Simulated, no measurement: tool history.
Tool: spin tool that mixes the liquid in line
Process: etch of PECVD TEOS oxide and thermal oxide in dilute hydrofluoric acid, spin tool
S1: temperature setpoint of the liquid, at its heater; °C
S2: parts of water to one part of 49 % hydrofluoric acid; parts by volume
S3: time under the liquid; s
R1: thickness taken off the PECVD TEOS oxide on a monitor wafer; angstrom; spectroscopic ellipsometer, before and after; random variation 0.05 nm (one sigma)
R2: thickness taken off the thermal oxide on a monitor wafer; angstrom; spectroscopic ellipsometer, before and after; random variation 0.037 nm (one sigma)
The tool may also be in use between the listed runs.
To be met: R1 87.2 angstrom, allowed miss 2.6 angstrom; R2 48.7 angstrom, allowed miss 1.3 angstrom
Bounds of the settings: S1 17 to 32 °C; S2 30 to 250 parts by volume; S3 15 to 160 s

run 1 hour=0 | S1=24 S2=140 S3=80 | R1=47.782 R2=26.261
run 2 hour=4.7 | S1=24 S2=140 S3=65 | R1=38.845 R2=21.464
run 3 hour=11.3 | S1=24 S2=140 S3=35 | R1=20.85 R2=11.73
run 4 hour=13.1 | S1=22 S2=140 S3=35 | R1=19.286 R2=10.797
run 5 hour=14.4 | S1=22 S2=165 S3=35 | R1=15.962 R2=8.9235
run 6 hour=18.6 | S1=23 S2=150 S3=35 | R1=18.338 R2=10.334
run 7 hour=27.1 | S1=27 S2=95 S3=70 | R1=73.197 R2=40.932
run 8 hour=30.1 | S1=30 S2=95 S3=70 | R1=81.562 R2=45.967

Which of these 4 next moves meets every target?
run A hour=33.1 | S1=32 S2=60 S3=45 | R1=? R2=?
run B hour=33.1 | S1=32 S2=35 S3=25 | R1=? R2=?
run C hour=33.1 | S1=30 S2=85 S3=65 | R1=? R2=?
run D hour=33.1 | S1=30 S2=85 S3=70 | R1=? R2=?

move=A R1=94.24 R2=53.36
move=B R1=93.462 R2=52.919
move=C R1=85.725 R2=48.539
move=D R1=92.319 R2=52.273
A: takes the result that was furthest off past its target
B: takes the result that was furthest off past its target
C: meets every target
D: takes the result that was furthest off past its target
The right move is C.
